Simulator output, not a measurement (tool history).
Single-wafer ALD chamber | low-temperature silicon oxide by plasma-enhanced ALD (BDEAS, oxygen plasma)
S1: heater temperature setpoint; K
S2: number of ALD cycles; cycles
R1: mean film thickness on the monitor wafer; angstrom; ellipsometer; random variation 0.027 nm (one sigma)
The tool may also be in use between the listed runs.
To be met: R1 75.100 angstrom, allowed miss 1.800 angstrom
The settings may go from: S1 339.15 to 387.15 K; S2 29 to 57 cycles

Run 1, hour 0.0: S1 363.15 K, S2 43 cycles. Result: R1 59.389 angstrom.
Run 2, hour 2.4: S1 369.15 K, S2 43 cycles. Result: R1 58.360 angstrom.
Run 3, hour 4.5: S1 369.15 K, S2 47 cycles. Result: R1 63.448 angstrom.
Run 4, hour 9.8: S1 367.15 K, S2 48 cycles. Result: R1 65.888 angstrom.
At hour 14.2: thermocouple changed; heater temperature recalibrated.
Run 5, hour 14.2: S1 367.15 K, S2 45 cycles. Result: R1 60.517 angstrom.
Run 6, hour 16.8: S1 367.15 K, S2 51 cycles. Result: R1 68.616 angstrom.
Run 7, hour 24.4: S1 366.15 K, S2 52 cycles. Result: R1 70.348 angstrom.
Run 8, hour 29.6: S1 365.15 K, S2 52 cycles. Result: R1 70.785 angstrom.
Run 9, hour 32.5: S1 364.15 K, S2 52 cycles. Result: R1 70.923 angstrom.

4 next moves are on the table. One of them brings every result within its allowed miss. Which?
Run A, hour 35.4: S1 371.15 K, S2 50 cycles. Result: R1 ?.
Run B, hour 35.4: S1 367.15 K, S2 49 cycles. Result: R1 ?.
Run C, hour 35.4: S1 352.15 K, S2 53 cycles. Result: R1 ?.
Run D, hour 35.4: S1 376.15 K, S2 52 cycles. Result: R1 ?.

move      R1
   A  66.991
   B  66.494
   C  75.343
   D  68.761
A: further off than the last run
B: further off than the last run
C: meets every target
D: further off than the last run
Answer: C
